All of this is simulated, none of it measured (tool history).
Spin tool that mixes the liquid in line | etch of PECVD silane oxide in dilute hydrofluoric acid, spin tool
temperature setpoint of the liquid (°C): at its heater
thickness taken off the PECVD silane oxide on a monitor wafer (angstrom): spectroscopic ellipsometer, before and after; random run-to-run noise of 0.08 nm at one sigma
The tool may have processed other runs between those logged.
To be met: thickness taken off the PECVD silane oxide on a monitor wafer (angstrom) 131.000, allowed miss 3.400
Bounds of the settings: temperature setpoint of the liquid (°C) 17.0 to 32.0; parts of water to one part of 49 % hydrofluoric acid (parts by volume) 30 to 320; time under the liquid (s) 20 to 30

| run | hour | temperature setpoint of the liquid (°C) | parts of water to one part of 49 % hydrofluoric acid (parts by volume) | time under the liquid (s) | thickness taken off the PECVD silane oxide on a monitor wafer (angstrom) |
|---|---|---|---|---|---|
| 1 | 0.0 | 24.0 | 175 | 30 | 58.955 |
| 2 | 5.3 | 24.0 | 175 | 20 | 38.840 |
| 3 | 12.6 | 24.0 | 225 | 20 | 28.774 |
| 4 | 18.0 | 26.0 | 175 | 20 | 42.086 |
| 5 | 25.0 | 27.0 | 130 | 20 | 61.906 |
| 6 | 29.0 | 28.0 | 105 | 20 | 82.005 |
| 7 | 36.1 | 29.0 | 90 | 20 | 102.590 |
| 8 | 39.2 | 30.0 | 85 | 20 | 113.540 |
| 9 | 41.0 | 30.5 | 85 | 20 | 116.840 |
| 10 | 46.2 | 31.0 | 85 | 20 | 118.660 |
| 11 | 50.8 | 31.5 | 85 | 20 | 120.000 |

Which single option among these 4 for the next run brings every result within its allowed miss of target? Just one does.
| A | 55.4 | 32.0 | 110 | 30 | ? |
| B | 55.4 | 32.0 | 85 | 20 | ? |
| C | 55.4 | 31.5 | 95 | 25 | ? |
| D | 55.4 | 31.5 | 100 | 25 | ? |

| move | thickness taken off the PECVD silane oxide on a monitor wafer (angstrom) |
|---|---|
| A | 136.150 |
| B | 121.910 |
| C | 131.850 |
| D | 124.340 |
A: carries the result that was furthest off beyond its target, to the other side
B: an improvement on the last run, though not all results are within tolerance
C: all results land within tolerance of their targets
D: an improvement on the last run, though not all results are within tolerance
The right move is C.

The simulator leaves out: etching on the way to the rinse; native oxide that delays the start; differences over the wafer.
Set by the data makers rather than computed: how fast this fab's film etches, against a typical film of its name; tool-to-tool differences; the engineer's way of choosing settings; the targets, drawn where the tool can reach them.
